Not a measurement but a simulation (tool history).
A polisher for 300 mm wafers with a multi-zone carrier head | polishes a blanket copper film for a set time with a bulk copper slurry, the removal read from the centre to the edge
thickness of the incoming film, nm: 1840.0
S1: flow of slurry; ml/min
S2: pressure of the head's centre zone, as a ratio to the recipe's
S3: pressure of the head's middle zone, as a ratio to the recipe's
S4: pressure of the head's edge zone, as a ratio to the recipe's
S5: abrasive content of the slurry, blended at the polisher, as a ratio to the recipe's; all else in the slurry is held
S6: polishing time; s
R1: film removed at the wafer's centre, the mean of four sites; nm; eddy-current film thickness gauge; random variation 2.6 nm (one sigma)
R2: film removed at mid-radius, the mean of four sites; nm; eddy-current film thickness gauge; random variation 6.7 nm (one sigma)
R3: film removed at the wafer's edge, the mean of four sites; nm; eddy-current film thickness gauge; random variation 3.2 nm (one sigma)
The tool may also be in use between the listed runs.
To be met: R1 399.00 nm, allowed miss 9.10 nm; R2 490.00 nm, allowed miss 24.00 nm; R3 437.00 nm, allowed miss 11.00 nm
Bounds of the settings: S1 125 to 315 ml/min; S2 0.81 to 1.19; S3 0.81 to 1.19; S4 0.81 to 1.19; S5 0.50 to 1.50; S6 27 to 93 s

{"run": 1, "day": 0.0, "S1": 205, "S2": 1.0, "S3": 1.0, "S4": 1.0, "S5": 1.0, "S6": 59, "R1": 484.87, "R2": 483.92, "R3": 518.29}
{"run": 2, "day": 0.142, "S1": 205, "S2": 1.0, "S3": 1.0, "S4": 1.0, "S5": 1.1, "S6": 59, "R1": 494.14, "R2": 480.82, "R3": 530.06}
{"run": 3, "day": 0.308, "S1": 205, "S2": 1.0, "S3": 1.0, "S4": 0.97, "S5": 1.1, "S6": 59, "R1": 494.97, "R2": 497.09, "R3": 526.15}
{"run": 4, "day": 0.596, "S1": 205, "S2": 1.0, "S3": 0.96, "S4": 0.97, "S5": 1.1, "S6": 59, "R1": 493.94, "R2": 464.96, "R3": 525.7}
{"run": 5, "day": 0.779, "S1": 200, "S2": 0.99, "S3": 0.97, "S4": 0.96, "S5": 1.05, "S6": 59, "R1": 490.78, "R2": 481.79, "R3": 510.58}
{"run": 6, "day": 1.125, "S1": 200, "S2": 0.99, "S3": 0.97, "S4": 0.91, "S5": 1.05, "S6": 59, "R1": 483.62, "R2": 468.25, "R3": 500.82}
{"run": 7, "day": 1.333, "S1": 195, "S2": 0.98, "S3": 0.98, "S4": 0.9, "S5": 1.0, "S6": 59, "R1": 480.89, "R2": 464.6, "R3": 489.67}
{"run": 8, "day": 1.525, "S1": 190, "S2": 0.96, "S3": 0.99, "S4": 0.89, "S5": 1.0, "S6": 59, "R1": 468.15, "R2": 464.11, "R3": 490.99}
{"run": 9, "day": 1.767, "S1": 190, "S2": 0.95, "S3": 1.01, "S4": 0.88, "S5": 0.95, "S6": 59, "R1": 461.09, "R2": 455.36, "R3": 477.77}
{"run": 10, "day": 1.817, "S1": 195, "S2": 0.94, "S3": 1.03, "S4": 0.87, "S5": 0.95, "S6": 59, "R1": 464.24, "R2": 482.44, "R3": 475.67}
{"run": 11, "day": 2.029, "S1": 190, "S2": 0.93, "S3": 1.04, "S4": 0.86, "S5": 0.95, "S6": 59, "R1": 450.84, "R2": 494.74, "R3": 470.63}
{"day": 2.083, "done": "edge zone pressure recalibrated"}
{"run": 12, "day": 2.083, "S1": 185, "S2": 0.92, "S3": 1.04, "S4": 0.86, "S5": 0.95, "S6": 59, "R1": 449.17, "R2": 486.09, "R3": 444.93}
{"run": 13, "day": 2.367, "S1": 185, "S2": 0.91, "S3": 1.04, "S4": 0.88, "S5": 0.95, "S6": 59, "R1": 452.91, "R2": 470.53, "R3": 451.41}
{"run": 14, "day": 2.7, "S1": 140, "S2": 0.81, "S3": 1.13, "S4": 0.84, "S5": 1.0, "S6": 59, "R1": 385.24, "R2": 487.45, "R3": 430.6}

5 next moves are on the table. One of them brings every result within its allowed miss. Which?
{"run": "A", "day": 3.033, "S1": 130, "S2": 0.86, "S3": 1.15, "S4": 0.9, "S5": 0.95, "S6": 60, "R1": "?", "R2": "?", "R3": "?"}
{"run": "B", "day": 3.033, "S1": 125, "S2": 0.89, "S3": 0.98, "S4": 0.91, "S5": 0.75, "S6": 62, "R1": "?", "R2": "?", "R3": "?"}
{"run": "C", "day": 3.033, "S1": 125, "S2": 0.96, "S3": 1.01, "S4": 0.84, "S5": 0.95, "S6": 58, "R1": "?", "R2": "?", "R3": "?"}
{"run": "D", "day": 3.033, "S1": 125, "S2": 0.83, "S3": 0.96, "S4": 0.95, "S5": 1.05, "S6": 61, "R1": "?", "R2": "?", "R3": "?"}
{"run": "E", "day": 3.033, "S1": 150, "S2": 0.83, "S3": 1.13, "S4": 0.84, "S5": 1.0, "S6": 63, "R1": "?", "R2": "?", "R3": "?"}

move=A R1=397.96 R2=495.56 R3=444.49
move=B R1=399.51 R2=425.33 R3=441.92
move=C R1=409.11 R2=424.04 R3=414.12
move=D R1=396.49 R2=434.82 R3=469.02
move=E R1=428.47 R2=535.68 R3=468.02
A: meets every target
B: brings the result that was furthest off to its target, and leaves another outside
C: takes the result that was furthest off past its target
D: brings the result that was furthest off to its target, and leaves another outside
E: takes the result that was furthest off past its target
Move A is the one to make.
